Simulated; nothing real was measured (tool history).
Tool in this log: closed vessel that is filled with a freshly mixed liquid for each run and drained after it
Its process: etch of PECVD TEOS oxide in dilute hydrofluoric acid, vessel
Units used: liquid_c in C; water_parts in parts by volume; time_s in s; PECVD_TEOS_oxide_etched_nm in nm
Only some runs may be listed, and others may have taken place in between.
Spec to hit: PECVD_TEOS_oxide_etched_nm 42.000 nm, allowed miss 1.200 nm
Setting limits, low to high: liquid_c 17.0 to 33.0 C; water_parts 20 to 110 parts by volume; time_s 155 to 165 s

run,hour,liquid_c,water_parts,time_s,PECVD_TEOS_oxide_etched_nm
1,0.0,25.0,60,155,35.216
2,7.1,26.0,60,155,36.090
3,9.1,26.0,60,155,37.050
4,11.4,26.0,60,155,36.410
5,13.3,24.0,60,155,34.026
6,17.8,24.0,40,155,52.263
7,25.4,22.5,40,155,48.666
8,31.4,21.5,40,155,46.812
9,37.8,20.5,40,155,45.356
10,42.0,20.0,40,155,44.759

Below are 4 possible settings for the next run. Only one of them brings all results inside the allowed miss of their targets. Which is it?
A,46.2,20.5,45,165,?
B,46.2,17.0,40,155,?
C,46.2,19.5,45,160,?
D,46.2,18.5,40,165,?

move,PECVD_TEOS_oxide_etched_nm
A,42.518
B,38.867
C,39.509
D,44.166
A: every result lands within tolerance
B: carries the result that was furthest off beyond its target, to the other side
C: carries the result that was furthest off beyond its target, to the other side
D: an improvement on the last run, though not all results are within tolerance
A is the move that brings every result within its allowed miss.
